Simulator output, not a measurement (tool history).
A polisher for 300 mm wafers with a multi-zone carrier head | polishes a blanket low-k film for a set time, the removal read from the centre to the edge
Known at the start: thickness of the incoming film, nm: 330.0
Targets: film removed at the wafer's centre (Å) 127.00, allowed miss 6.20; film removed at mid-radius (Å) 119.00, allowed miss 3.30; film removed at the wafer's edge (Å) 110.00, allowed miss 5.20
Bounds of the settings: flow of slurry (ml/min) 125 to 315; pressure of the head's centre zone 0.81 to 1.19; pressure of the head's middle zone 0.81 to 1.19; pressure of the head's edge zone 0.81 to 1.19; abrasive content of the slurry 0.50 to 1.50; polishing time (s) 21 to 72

run	hour	flow of slurry (ml/min)	pressure of the head's centre zone	pressure of the head's middle zone	pressure of the head's edge zone	abrasive content of the slurry	polishing time (s)	film removed at the wafer's centre (Å)	film removed at mid-radius (Å)	film removed at the wafer's edge (Å)
1	0.0	205	1.00	1.00	1.00	1.00	46	168.66	166.55	171.52
2	5.0	210	1.01	1.00	0.97	0.90	45	151.77	155.82	150.00
3	9.1	210	1.01	1.00	0.97	0.90	33	115.43	112.53	113.17
4	16.2	170	1.01	1.00	0.97	0.90	33	108.61	109.61	110.72
5	24.5	170	1.01	1.00	0.97	1.05	33	120.19	117.89	121.38
6	29.8	175	1.02	1.00	0.95	1.05	33	121.43	120.44	122.78
7	35.3	180	1.04	1.00	0.93	1.00	33	120.40	116.60	117.13
8	36.7	185	1.05	1.01	0.91	1.00	33	121.34	119.53	117.23

Which of these 5 next moves meets every target?
A	38.1	170	1.06	0.97	1.01	1.05	33	?	?	?
B	38.1	155	1.07	0.91	0.95	1.10	36	?	?	?
C	38.1	195	0.92	0.85	0.95	1.00	37	?	?	?
D	38.1	150	1.08	1.00	0.97	1.00	36	?	?	?
E	38.1	210	1.09	1.03	0.83	1.05	31	?	?	?

move	film removed at the wafer's centre (Å)	film removed at mid-radius (Å)	film removed at the wafer's edge (Å)
A	120.31	117.32	124.59
B	132.68	122.81	133.45
C	117.39	119.79	134.96
D	126.64	124.31	127.59
E	121.01	119.34	109.93
A: further off than the last run
B: further off than the last run
C: further off than the last run
D: further off than the last run
E: meets every target
Move E is the one to make.
